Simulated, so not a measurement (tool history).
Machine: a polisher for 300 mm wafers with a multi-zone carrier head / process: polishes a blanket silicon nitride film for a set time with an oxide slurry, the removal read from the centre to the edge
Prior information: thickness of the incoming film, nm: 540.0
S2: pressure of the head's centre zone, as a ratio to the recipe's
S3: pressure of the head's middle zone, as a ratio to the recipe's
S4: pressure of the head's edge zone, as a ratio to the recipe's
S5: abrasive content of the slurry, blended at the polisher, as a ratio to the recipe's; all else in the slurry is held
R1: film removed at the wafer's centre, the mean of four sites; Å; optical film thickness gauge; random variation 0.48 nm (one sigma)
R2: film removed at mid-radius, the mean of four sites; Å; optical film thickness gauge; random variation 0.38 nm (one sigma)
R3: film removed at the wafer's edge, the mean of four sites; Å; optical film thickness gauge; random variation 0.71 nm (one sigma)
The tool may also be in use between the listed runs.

run 1 hour=0.0 | flow_of_slurry_(ml/min)=130 S2=1.00 S3=1.00 S4=1.00 S5=1.0 polishing_time_(s)=62 | R1=425.27 R2=437.64 R3=422.36
run 2 hour=8.9 | flow_of_slurry_(ml/min)=130 S2=1.00 S3=1.00 S4=0.94 S5=1.0 polishing_time_(s)=62 | R1=432.66 R2=432.32 R3=411.99
run 3 hour=11.0 | flow_of_slurry_(ml/min)=135 S2=1.01 S3=0.98 S4=0.95 S5=1.0 polishing_time_(s)=62 | R1=434.05 R2=424.44 R3=421.62
run 4 hour=15.5 | flow_of_slurry_(ml/min)=140 S2=1.02 S3=0.97 S4=0.96 S5=1.0 polishing_time_(s)=62 | R1=450.32 R2=424.54 R3=412.46
run 5 hour=18.6 | flow_of_slurry_(ml/min)=140 S2=1.02 S3=0.93 S4=0.96 S5=1.0 polishing_time_(s)=62 | R1=444.11 R2=410.18 R3=425.54
run 6 hour=20.8 | flow_of_slurry_(ml/min)=120 S2=1.02 S3=0.93 S4=0.96 S5=1.0 polishing_time_(s)=62 | R1=424.22 R2=402.56 R3=404.84
run 7 hour=29.0 | flow_of_slurry_(ml/min)=125 S2=1.02 S3=0.93 S4=0.97 S5=1.0 polishing_time_(s)=62 | R1=437.48 R2=407.60 R3=425.18

What will run 8 give?
run 8 hour=36.9 | flow_of_slurry_(ml/min)=160 S2=1.07 S3=0.90 S4=1.00 S5=1.0 polishing_time_(s)=62 | R1=? R2=? R3=?

R1: 471.88 Å
R2: 404.61 Å
R3: 433.05 Å

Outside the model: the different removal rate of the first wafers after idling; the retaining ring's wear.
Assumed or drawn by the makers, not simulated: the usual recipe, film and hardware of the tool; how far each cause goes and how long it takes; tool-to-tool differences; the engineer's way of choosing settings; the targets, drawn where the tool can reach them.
